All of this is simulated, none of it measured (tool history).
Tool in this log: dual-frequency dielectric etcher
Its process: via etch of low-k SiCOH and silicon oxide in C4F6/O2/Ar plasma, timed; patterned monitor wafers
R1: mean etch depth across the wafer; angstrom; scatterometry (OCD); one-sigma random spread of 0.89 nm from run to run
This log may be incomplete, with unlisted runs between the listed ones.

run 1 hour=0 | source_power_(kW)=0.38 bias_power_(kW)=0.176 etch_time_(s)=68 | R1=1513.8
run 2 hour=2.5 | source_power_(kW)=0.43 bias_power_(kW)=0.176 etch_time_(s)=68 | R1=1622.6
run 3 hour=11 | source_power_(kW)=0.44 bias_power_(kW)=0.177 etch_time_(s)=68 | R1=1635.5
run 4 hour=13.2 | source_power_(kW)=0.44 bias_power_(kW)=0.177 etch_time_(s)=68 | R1=1628.2
run 5 hour=14.9 | source_power_(kW)=0.44 bias_power_(kW)=0.177 etch_time_(s)=68 | R1=1633
run 6 hour=17 | source_power_(kW)=0.51 bias_power_(kW)=0.177 etch_time_(s)=68 | R1=1762.1

Run 7 has not been measured yet. What should we expect?
run 7 hour=23.2 | source_power_(kW)=0.51 bias_power_(kW)=0.178 etch_time_(s)=68 | R1=?

{"run 7": {"R1": 1768.7}}

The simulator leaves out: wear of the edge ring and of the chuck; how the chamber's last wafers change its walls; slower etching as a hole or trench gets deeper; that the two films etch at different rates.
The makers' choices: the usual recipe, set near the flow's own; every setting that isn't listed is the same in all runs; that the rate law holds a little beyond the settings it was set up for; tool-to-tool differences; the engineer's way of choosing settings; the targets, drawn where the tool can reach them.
